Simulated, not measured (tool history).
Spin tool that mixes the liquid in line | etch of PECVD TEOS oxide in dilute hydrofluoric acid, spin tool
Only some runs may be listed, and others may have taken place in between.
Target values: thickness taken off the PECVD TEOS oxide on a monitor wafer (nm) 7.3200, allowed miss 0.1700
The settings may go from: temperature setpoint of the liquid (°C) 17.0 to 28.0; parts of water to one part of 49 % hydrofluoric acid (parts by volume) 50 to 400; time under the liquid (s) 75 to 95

run,hour,temperature setpoint of the liquid (°C),parts of water to one part of 49 % hydrofluoric acid (parts by volume),time under the liquid (s),thickness taken off the PECVD TEOS oxide on a monitor wafer (nm)
1,0.0,20.0,225,95,5.3344
2,8.3,22.5,225,95,5.8386
3,13.2,24.5,220,95,6.4350
4,18.3,25.5,220,95,6.7025
5,26.5,24.0,220,95,6.3428
6,31.3,24.0,165,95,8.9244
7,35.8,22.0,165,95,8.2746
# hour 39.6: thermometer replaced
8,39.6,18.5,165,95,7.5892

Consider the 4 candidate settings below. Which is the only one whose results all fall within their allowed miss of target?
A,43.4,18.5,170,90,?
B,43.4,20.0,145,75,?
C,43.4,19.5,145,80,?
D,43.4,17.0,145,95,?

move,thickness taken off the PECVD TEOS oxide on a monitor wafer (nm)
A,6.9614
B,7.4063
C,7.7436
D,8.3077
A: pushes the last run's worst result past its target
B: meets every target
C: moves away from the targets compared with the last run
D: moves away from the targets compared with the last run
B is the move that brings every result within its allowed miss.

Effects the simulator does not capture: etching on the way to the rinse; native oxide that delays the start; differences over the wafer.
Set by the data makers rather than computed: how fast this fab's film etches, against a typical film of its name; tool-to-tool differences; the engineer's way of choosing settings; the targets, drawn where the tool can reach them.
